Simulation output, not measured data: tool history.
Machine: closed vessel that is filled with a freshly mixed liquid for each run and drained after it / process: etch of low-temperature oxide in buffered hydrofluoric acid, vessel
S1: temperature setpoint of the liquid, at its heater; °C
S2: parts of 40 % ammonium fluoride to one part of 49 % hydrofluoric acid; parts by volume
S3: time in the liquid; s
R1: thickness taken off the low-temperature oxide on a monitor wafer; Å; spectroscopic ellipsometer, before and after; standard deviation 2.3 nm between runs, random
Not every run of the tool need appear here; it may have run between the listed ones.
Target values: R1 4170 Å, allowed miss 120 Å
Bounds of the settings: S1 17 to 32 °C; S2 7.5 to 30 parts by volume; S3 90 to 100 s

run	day	S1	S2	S3	R1
1	0	24	22	90	1868
2	0.338	24	22	90	1861.4
3	0.692	25.5	19.5	90	2212
4	1.046	28	19.5	90	2513.8
5	1.429	29.5	19.5	90	2734.5
6	1.583	27.5	19.5	90	2449.9
7	1.879	28.5	17.5	90	2884.3
8	1.925	29.5	16.5	90	3222.3
9	2.067	30	16	90	3411
10	2.408	32	13	90	4650.4
11	2.496	31.5	13	90	4541
12	2.617	31	13	90	4436
13	2.821	30.5	13	90	4329.1

Consider the 4 candidate settings below. Which is the only one whose results all fall within their allowed miss of target?
A	3.025	31.5	12.5	90	?
B	3.025	31.5	14	90	?
C	3.025	30	14	90	?
D	3.025	30.5	14.5	90	?

move	R1
A	4741.9
B	4244.5
C	3922
D	3890.9
A: its largest miss is bigger than the last run's
B: all results land within tolerance of their targets
C: takes the result that was furthest off past its target
D: takes the result that was furthest off past its target
Go with B: it meets all targets.
